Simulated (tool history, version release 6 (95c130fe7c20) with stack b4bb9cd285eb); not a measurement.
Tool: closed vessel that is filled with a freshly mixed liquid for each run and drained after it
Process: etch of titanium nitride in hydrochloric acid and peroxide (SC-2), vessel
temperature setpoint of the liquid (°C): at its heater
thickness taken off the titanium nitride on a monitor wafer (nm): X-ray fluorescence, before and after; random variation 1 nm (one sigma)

run,hour,temperature setpoint of the liquid (°C),parts of water to one part each of 37 % hydrochloric acid and 30 % peroxide (parts by volume),time in the liquid (s),thickness taken off the titanium nitride on a monitor wafer (nm)
1,0,54,10,1235,44.744
2,3.6,56.5,10,1235,52.915
3,6.1,56.5,13,1235,41.736
4,14.4,56.5,10,1235,51.689
5,19.3,59,10,1235,61.486
6,26.4,59,8.5,1235,69.621
7,31.8,60,8.5,1235,73.853

Forecast run 8:
8,38.8,61,8.5,1235,?

Run 8 gave thickness taken off the titanium nitride on a monitor wafer (nm) 79.18.

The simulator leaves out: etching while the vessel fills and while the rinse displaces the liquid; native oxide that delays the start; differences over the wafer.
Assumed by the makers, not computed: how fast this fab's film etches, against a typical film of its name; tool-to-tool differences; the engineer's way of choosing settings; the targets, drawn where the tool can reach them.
